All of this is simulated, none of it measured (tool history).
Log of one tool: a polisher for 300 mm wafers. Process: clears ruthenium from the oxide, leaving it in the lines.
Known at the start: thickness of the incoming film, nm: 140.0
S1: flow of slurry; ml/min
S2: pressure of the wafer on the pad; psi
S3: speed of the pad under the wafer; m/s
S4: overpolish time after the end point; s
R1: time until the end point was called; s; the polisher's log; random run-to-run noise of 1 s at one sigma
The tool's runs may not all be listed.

{"run": 1, "hour": 0.0, "S1": 165, "S2": 2.7, "S3": 1.12, "S4": 9, "R1": 81.659}
{"run": 2, "hour": 8.9, "S1": 165, "S2": 2.7, "S3": 1.26, "S4": 9, "R1": 77.365}
{"run": 3, "hour": 14.3, "S1": 165, "S2": 2.8, "S3": 1.28, "S4": 9, "R1": 70.607}
{"run": 4, "hour": 19.2, "S1": 165, "S2": 2.9, "S3": 1.28, "S4": 9, "R1": 69.975}
{"run": 5, "hour": 23.7, "S1": 165, "S2": 3, "S3": 1.28, "S4": 9, "R1": 67.462}
{"run": 6, "hour": 24.8, "S1": 165, "S2": 2.7, "S3": 1.28, "S4": 9, "R1": 74.639}

What does the tool deliver on the next run?
{"run": 7, "hour": 27.0, "S1": 165, "S2": 2.8, "S3": 1.28, "S4": 9, "R1": "?"}

{"run 7": {"R1": 72.692}}

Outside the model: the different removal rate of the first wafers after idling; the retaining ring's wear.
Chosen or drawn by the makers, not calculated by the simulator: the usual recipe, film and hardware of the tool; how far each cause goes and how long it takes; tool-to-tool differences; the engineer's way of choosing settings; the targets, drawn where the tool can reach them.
